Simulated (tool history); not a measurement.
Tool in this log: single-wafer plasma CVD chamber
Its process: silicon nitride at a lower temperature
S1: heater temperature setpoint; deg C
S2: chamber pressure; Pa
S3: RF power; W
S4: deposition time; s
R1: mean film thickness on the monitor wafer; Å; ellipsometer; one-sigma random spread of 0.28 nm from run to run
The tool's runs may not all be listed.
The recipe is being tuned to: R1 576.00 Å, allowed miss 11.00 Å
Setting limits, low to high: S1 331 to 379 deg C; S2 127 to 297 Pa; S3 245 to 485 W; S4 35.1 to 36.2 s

run  hour   S1   S2   S3    S4      R1
  1   0.0  355  212  365  35.1  490.95
  2   2.1  355  212  365  35.1  491.36
  3  10.8  360  212  365  35.1  490.57
  4  19.5  360  212  365  35.1  485.25
  5  22.2  360  212  365  36.2  501.15
  6  23.0  355  212  365  36.2  505.47
  7  27.5  355  225  370  36.2  520.06
  8  32.5  355  236  375  36.2  521.67
  9  36.8  355  241  385  36.2  536.85
 10  42.9  355  248  390  36.2  543.88
     51.7  -- capacitance manometer re-zeroed and calibrated
 11  51.7  355  255  395  36.2  539.14
 12  60.4  354  257  405  36.2  549.90
 13  66.9  354  261  410  36.2  552.41

Of the 5 settings listed for the next run, only one would bring every result within its allowed miss of target. Which one?
  A  73.4  348  260  415  36.1   ?
  B  73.4  354  247  375  36.2   ?
  C  73.4  360  267  415  35.6   ?
  D  73.4  354  244  415  35.7   ?
  E  73.4  345  252  455  36.2   ?

move      R1
   A  550.01
   B  520.57
   C  544.35
   D  532.22
   E  566.51
A: the biggest miss grows against the last run
B: the biggest miss grows against the last run
C: the biggest miss grows against the last run
D: the biggest miss grows against the last run
E: meets every target
So the answer is move E, the one that meets all the targets.

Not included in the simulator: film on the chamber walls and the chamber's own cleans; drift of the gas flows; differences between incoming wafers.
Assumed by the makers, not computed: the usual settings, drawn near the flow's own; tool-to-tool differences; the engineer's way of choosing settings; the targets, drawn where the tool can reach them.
